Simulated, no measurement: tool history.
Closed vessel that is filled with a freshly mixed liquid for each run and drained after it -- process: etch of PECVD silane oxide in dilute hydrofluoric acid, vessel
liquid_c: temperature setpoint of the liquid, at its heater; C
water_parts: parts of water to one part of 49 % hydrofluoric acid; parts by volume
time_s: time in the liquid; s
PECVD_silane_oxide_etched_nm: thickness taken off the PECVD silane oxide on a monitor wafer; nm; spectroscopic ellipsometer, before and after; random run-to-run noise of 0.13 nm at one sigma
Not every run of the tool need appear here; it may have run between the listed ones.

Run 1, day 0: liquid_c 22 C, water_parts 125 parts by volume, time_s 130 s. Result: PECVD_silane_oxide_etched_nm 16.644 nm.
Run 2, day 0.138: liquid_c 22 C, water_parts 125 parts by volume, time_s 130 s. Result: PECVD_silane_oxide_etched_nm 16.744 nm.
Run 3, day 0.446: liquid_c 22 C, water_parts 125 parts by volume, time_s 130 s. Result: PECVD_silane_oxide_etched_nm 16.823 nm.
Run 4, day 0.562: liquid_c 21 C, water_parts 125 parts by volume, time_s 130 s. Result: PECVD_silane_oxide_etched_nm 15.89 nm.
Run 5, day 0.896: liquid_c 21 C, water_parts 125 parts by volume, time_s 140 s. Result: PECVD_silane_oxide_etched_nm 17.311 nm.
Run 6, day 1.062: liquid_c 20 C, water_parts 125 parts by volume, time_s 140 s. Result: PECVD_silane_oxide_etched_nm 16.575 nm.
Run 7, day 1.262: liquid_c 19.5 C, water_parts 125 parts by volume, time_s 140 s. Result: PECVD_silane_oxide_etched_nm 16.517 nm.
Run 8, day 1.412: liquid_c 19 C, water_parts 125 parts by volume, time_s 140 s. Result: PECVD_silane_oxide_etched_nm 16.262 nm.

Predict the results of run 9:
Run 9, day 1.633: liquid_c 18.5 C, water_parts 125 parts by volume, time_s 140 s. Result: PECVD_silane_oxide_etched_nm ?.

{"run 9": {"PECVD_silane_oxide_etched_nm": 15.645}}

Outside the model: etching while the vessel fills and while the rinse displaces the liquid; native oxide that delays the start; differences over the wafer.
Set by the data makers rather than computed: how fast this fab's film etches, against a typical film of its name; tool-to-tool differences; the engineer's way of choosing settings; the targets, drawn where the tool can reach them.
